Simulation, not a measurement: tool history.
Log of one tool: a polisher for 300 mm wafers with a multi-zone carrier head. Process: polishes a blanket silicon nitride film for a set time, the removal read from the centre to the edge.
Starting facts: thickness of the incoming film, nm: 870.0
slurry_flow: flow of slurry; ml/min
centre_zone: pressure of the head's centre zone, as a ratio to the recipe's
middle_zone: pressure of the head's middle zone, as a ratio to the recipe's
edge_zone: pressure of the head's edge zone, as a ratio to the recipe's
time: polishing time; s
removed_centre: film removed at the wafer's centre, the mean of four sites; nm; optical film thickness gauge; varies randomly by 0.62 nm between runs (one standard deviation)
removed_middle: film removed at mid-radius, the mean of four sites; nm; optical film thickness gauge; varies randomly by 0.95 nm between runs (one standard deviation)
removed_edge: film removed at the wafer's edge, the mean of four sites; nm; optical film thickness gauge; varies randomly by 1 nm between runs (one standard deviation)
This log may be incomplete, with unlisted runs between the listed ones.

run  hour  slurry_flow  centre_zone  middle_zone  edge_zone  time  removed_centre  removed_middle  removed_edge
  1   0.0          320         1.00         1.00       1.00    83          93.591          90.669        94.583
  2   6.6          315         0.97         1.01       0.97    82          90.415          87.706        93.513
  3   9.8          320         0.96         1.06       0.96    80          86.790          90.315        91.788
  4  17.8          320         1.02         1.06       0.96    80          91.615          92.928        88.705
  5  26.2          315         0.99         1.08       0.95    79          88.126          91.144        86.453
  6  27.0          315         0.99         1.08       0.95    59          66.325          68.275        65.069
  7  30.7          315         0.99         1.08       0.95    59          65.994          68.693        66.142
  8  34.4          330         1.00         1.10       1.01    64          72.158          76.119        74.043
  9  37.7          350         1.02         1.13       1.06    65          75.817          79.090        77.215

Estimate the outcome of run 10 from the log above:
 10  43.6          370         0.99         1.19       1.14    73               ?               ?             ?

removed_centre: 82.936 nm
removed_middle: 92.614 nm
removed_edge: 89.303 nm

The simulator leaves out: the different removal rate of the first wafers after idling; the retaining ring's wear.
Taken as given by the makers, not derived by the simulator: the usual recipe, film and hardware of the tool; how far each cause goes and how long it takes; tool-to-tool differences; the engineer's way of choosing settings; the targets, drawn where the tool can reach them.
